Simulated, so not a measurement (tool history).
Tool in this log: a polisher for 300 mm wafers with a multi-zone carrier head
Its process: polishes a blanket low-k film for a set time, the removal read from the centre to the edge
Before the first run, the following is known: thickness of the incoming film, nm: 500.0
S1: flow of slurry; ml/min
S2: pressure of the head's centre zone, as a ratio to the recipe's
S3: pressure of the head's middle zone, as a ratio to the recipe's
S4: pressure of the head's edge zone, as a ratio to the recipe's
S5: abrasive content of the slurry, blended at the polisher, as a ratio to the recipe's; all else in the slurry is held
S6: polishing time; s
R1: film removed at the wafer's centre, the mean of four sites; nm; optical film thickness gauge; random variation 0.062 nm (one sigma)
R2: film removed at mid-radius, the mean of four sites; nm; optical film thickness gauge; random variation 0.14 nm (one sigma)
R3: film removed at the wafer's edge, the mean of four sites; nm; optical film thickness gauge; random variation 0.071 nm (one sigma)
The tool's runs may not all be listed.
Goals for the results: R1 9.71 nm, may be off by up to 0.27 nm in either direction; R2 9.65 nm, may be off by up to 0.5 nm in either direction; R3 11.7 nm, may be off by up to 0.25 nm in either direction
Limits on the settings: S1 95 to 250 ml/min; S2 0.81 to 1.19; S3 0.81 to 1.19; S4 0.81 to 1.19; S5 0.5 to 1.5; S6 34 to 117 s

run,hour,S1,S2,S3,S4,S5,S6,R1,R2,R3
1,0,160,1,1,1,1,75,27.099,28.171,26.962
2,5.6,140,0.96,0.95,1,0.85,64,19.201,18.57,20.03
3,8.1,130,0.92,0.94,0.99,0.75,60,15.049,15.381,16.379
4,15.3,120,0.89,0.91,0.98,0.7,60,13.108,13.721,14.922
5,18.1,120,0.95,0.91,0.98,0.7,60,13.874,13.537,14.99
6,20.1,120,0.95,0.91,0.98,0.7,49,11.375,11.218,12.09
7,28.4,115,0.93,0.89,1,0.7,49,10.958,11.182,12.073
8,34.1,100,0.94,0.81,1.1,0.5,49,6.1313,5.6583,7.1138
9,36.8,135,0.91,0.82,1.1,0.5,49,6.6167,6.1335,7.5364
10,40.6,125,0.91,0.85,1.09,0.55,50,7.9373,7.6431,9.1979
11,43.7,125,0.91,0.85,1.09,0.55,50,8.0194,7.9279,9.3173
12,45.2,170,0.89,0.85,1.19,0.8,51,13.871,13.256,16.464
13,48.6,125,0.89,0.84,1.1,0.8,51,13.043,12.493,15.348

Exactly one of the 5 candidate moves below puts every result within its allowed miss. Which one?
A,52,150,0.83,0.89,1.07,0.7,41,?,?,?
B,52,110,0.84,0.86,1.11,0.85,38,?,?,?
C,52,95,0.92,0.88,1.14,0.7,47,?,?,?
D,52,115,0.85,0.81,1.15,0.7,47,?,?,?
E,52,135,1.05,0.81,1.04,0.65,41,?,?,?

move,R1,R2,R3
A,8.8635,9.8357,11.017
B,9.1994,9.9179,11.875
C,9.6845,9.8128,11.842
D,9.6387,9.7652,12.407
E,9.89,8.1086,9.7968
A: carries the result that was furthest off beyond its target, to the other side
B: meets the target for the result that was furthest off, but another lies outside its allowed miss
C: every result within its allowed miss
D: nearer the targets than the last run, but a result is still out of spec
E: carries the result that was furthest off beyond its target, to the other side
C meets every target.

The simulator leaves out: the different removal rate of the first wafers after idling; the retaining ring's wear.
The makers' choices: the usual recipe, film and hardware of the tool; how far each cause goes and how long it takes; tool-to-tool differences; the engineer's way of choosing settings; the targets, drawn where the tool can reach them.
